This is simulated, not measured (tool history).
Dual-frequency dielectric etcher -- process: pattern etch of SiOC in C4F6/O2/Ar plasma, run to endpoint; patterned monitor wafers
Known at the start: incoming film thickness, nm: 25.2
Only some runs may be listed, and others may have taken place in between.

run	hour	bias power (kW)	source power (kW)	endpoint time (s)
1	0	0.591	0.3	8.8331
2	7.4	0.573	0.3	8.9108
3	14.1	0.556	0.3	9.0435
4	18	0.556	0.34	8.6265
5	20.5	0.647	0.34	8.1194
6	29.5	0.647	0.31	8.3656

Predict the results of run 7:
7	32.1	0.622	0.31	?

endpoint time (s): 8.606
